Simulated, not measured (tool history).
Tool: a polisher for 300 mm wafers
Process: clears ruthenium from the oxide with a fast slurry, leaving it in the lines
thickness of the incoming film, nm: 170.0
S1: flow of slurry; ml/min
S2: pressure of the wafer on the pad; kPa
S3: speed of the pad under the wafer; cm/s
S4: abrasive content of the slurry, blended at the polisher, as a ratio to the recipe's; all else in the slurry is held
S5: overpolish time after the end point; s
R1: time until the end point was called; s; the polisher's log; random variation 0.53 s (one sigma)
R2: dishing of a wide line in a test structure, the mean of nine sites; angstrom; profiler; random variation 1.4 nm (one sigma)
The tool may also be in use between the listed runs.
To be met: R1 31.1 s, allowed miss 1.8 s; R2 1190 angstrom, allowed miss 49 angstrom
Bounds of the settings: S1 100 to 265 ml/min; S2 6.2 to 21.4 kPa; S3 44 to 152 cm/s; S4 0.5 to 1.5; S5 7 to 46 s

Run 1, hour 0: S1 170 ml/min, S2 13.8 kPa, S3 98 cm/s, S4 1, S5 24 s. Result: R1 52.653 s, R2 573.19 angstrom.
Run 2, hour 1.1: S1 170 ml/min, S2 13.8 kPa, S3 98 cm/s, S4 1, S5 28 s. Result: R1 52.777 s, R2 657.43 angstrom.
Run 3, hour 8.9: S1 170 ml/min, S2 10.3 kPa, S3 98 cm/s, S4 1, S5 28 s. Result: R1 69.54 s, R2 528.42 angstrom.
Run 4, hour 15.7: S1 135 ml/min, S2 10.3 kPa, S3 98 cm/s, S4 1, S5 28 s. Result: R1 70.127 s, R2 501.6 angstrom.
Run 5, hour 23.1: S1 135 ml/min, S2 10.3 kPa, S3 80 cm/s, S4 1, S5 28 s. Result: R1 86.337 s, R2 431.8 angstrom.
Run 6, hour 24.9: S1 135 ml/min, S2 10.3 kPa, S3 80 cm/s, S4 1.1, S5 28 s. Result: R1 85.283 s, R2 456.16 angstrom.
Run 7, hour 27.2: S1 140 ml/min, S2 13.1 kPa, S3 82 cm/s, S4 1.15, S5 29 s. Result: R1 62.582 s, R2 588.74 angstrom.
Run 8, hour 28.4: S1 145 ml/min, S2 15.2 kPa, S3 82 cm/s, S4 1.15, S5 30 s. Result: R1 54.456 s, R2 686.9 angstrom.
Run 9, hour 31.9: S1 150 ml/min, S2 16.5 kPa, S3 84 cm/s, S4 1.15, S5 31 s. Result: R1 46.761 s, R2 753.24 angstrom.
Run 10, hour 38.6: S1 155 ml/min, S2 17.2 kPa, S3 84 cm/s, S4 1.15, S5 32 s. Result: R1 45.55 s, R2 823.96 angstrom.
Run 11, hour 46.9: S1 165 ml/min, S2 21.4 kPa, S3 98 cm/s, S4 1.15, S5 32 s. Result: R1 33.444 s, R2 1031.1 angstrom.
Run 12, hour 47.7: S1 165 ml/min, S2 21.4 kPa, S3 100 cm/s, S4 1.15, S5 33 s. Result: R1 31.407 s, R2 1039.4 angstrom.
Run 13, hour 53.9: S1 165 ml/min, S2 21.4 kPa, S3 100 cm/s, S4 1.15, S5 33 s. Result: R1 32.873 s, R2 1078.3 angstrom.
Run 14, hour 57.9: S1 165 ml/min, S2 21.4 kPa, S3 102 cm/s, S4 1.15, S5 33 s. Result: R1 32.289 s, R2 1069.1 angstrom.
Run 15, hour 61.3: S1 165 ml/min, S2 21.4 kPa, S3 102 cm/s, S4 1.15, S5 34 s. Result: R1 30.933 s, R2 1082.4 angstrom.

Which of these 5 next moves meets every target?
Run A, hour 64.7: S1 130 ml/min, S2 21.4 kPa, S3 112 cm/s, S4 1.3, S5 41 s. Result: R1 ?, R2 ?.
Run B, hour 64.7: S1 170 ml/min, S2 21.4 kPa, S3 106 cm/s, S4 1.05, S5 40 s. Result: R1 ?, R2 ?.
Run C, hour 64.7: S1 155 ml/min, S2 21.4 kPa, S3 118 cm/s, S4 1.25, S5 34 s. Result: R1 ?, R2 ?.
Run D, hour 64.7: S1 190 ml/min, S2 21.4 kPa, S3 108 cm/s, S4 1.35, S5 34 s. Result: R1 ?, R2 ?.
Run E, hour 64.7: S1 235 ml/min, S2 19.3 kPa, S3 126 cm/s, S4 0.9, S5 33 s. Result: R1 ?, R2 ?.

move      R1      R2
   A  28.702  1273.4
   B  31.758  1193.3
   C  27.066  1191.6
   D  27.338  1185.1
   E  31.656  1070.8
A: takes the result that was furthest off past its target
B: meets every target
C: brings the result that was furthest off to its target, and leaves another outside
D: brings the result that was furthest off to its target, and leaves another outside
E: further off than the last run
Answer: B
